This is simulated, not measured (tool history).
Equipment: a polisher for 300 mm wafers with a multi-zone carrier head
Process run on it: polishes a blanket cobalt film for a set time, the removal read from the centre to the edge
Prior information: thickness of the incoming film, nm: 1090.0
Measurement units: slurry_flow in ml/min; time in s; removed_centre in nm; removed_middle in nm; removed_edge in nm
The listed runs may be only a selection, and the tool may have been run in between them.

run 1 hour=0 | slurry_flow=240 centre_zone=1 middle_zone=1 edge_zone=1 time=63 | removed_centre=238.17 removed_middle=241.72 removed_edge=237.49
run 2 hour=7.4 | slurry_flow=240 centre_zone=1 middle_zone=1.04 edge_zone=1 time=63 | removed_centre=240.22 removed_middle=245.75 removed_edge=227.57
run 3 hour=12.1 | slurry_flow=240 centre_zone=1 middle_zone=1.04 edge_zone=1.03 time=63 | removed_centre=241.89 removed_middle=238.58 removed_edge=238.52
run 4 hour=20.7 | slurry_flow=250 centre_zone=0.99 middle_zone=1.06 edge_zone=1.02 time=67 | removed_centre=252.33 removed_middle=263.15 removed_edge=241.39
run 5 hour=25.9 | slurry_flow=250 centre_zone=0.99 middle_zone=1.06 edge_zone=0.98 time=67 | removed_centre=254.77 removed_middle=261.18 removed_edge=237.52
run 6 hour=31.7 | slurry_flow=250 centre_zone=1.04 middle_zone=1.06 edge_zone=0.98 time=67 | removed_centre=263.36 removed_middle=261.98 removed_edge=239.82
run 7 hour=38.4 | slurry_flow=255 centre_zone=1.02 middle_zone=1.07 edge_zone=1 time=71 | removed_centre=275.58 removed_middle=279.45 removed_edge=263.3

Forecast run 8:
run 8 hour=39.9 | slurry_flow=315 centre_zone=1.05 middle_zone=1.17 edge_zone=1.08 time=74 | removed_centre=? removed_middle=? removed_edge=?

{"run 8": {"removed_centre": 300.8, "removed_middle": 316.52, "removed_edge": 289.29}}
